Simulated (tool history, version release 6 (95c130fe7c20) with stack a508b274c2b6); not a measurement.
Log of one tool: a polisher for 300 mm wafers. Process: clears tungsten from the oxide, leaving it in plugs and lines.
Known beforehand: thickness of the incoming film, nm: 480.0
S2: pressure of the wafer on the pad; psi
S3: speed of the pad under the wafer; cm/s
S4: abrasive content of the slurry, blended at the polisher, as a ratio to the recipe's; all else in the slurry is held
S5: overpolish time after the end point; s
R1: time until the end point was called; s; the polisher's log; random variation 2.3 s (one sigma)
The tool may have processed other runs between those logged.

run 1 hour=0 | flow_of_slurry_(ml/min)=195 S2=2.4 S3=126 S4=1 S5=24 | R1=122.18
run 2 hour=2.2 | flow_of_slurry_(ml/min)=195 S2=2.3 S3=126 S4=1 S5=24 | R1=128.41
run 3 hour=10.1 | flow_of_slurry_(ml/min)=195 S2=2.3 S3=126 S4=1.15 S5=24 | R1=124.66
run 4 hour=11.7 | flow_of_slurry_(ml/min)=165 S2=2.3 S3=126 S4=1.15 S5=24 | R1=127.07
run 5 hour=17.5 | flow_of_slurry_(ml/min)=165 S2=2.3 S3=98 S4=1.15 S5=24 | R1=151.91
run 6 hour=21.1 | flow_of_slurry_(ml/min)=165 S2=2.2 S3=98 S4=1.15 S5=24 | R1=158.89
run 7 hour=23.1 | flow_of_slurry_(ml/min)=165 S2=2.1 S3=98 S4=1.15 S5=24 | R1=168.01

Run 8 has not been measured yet. What should we expect?
run 8 hour=31.1 | flow_of_slurry_(ml/min)=165 S2=2 S3=98 S4=1.15 S5=24 | R1=?

R1: 172.85 s
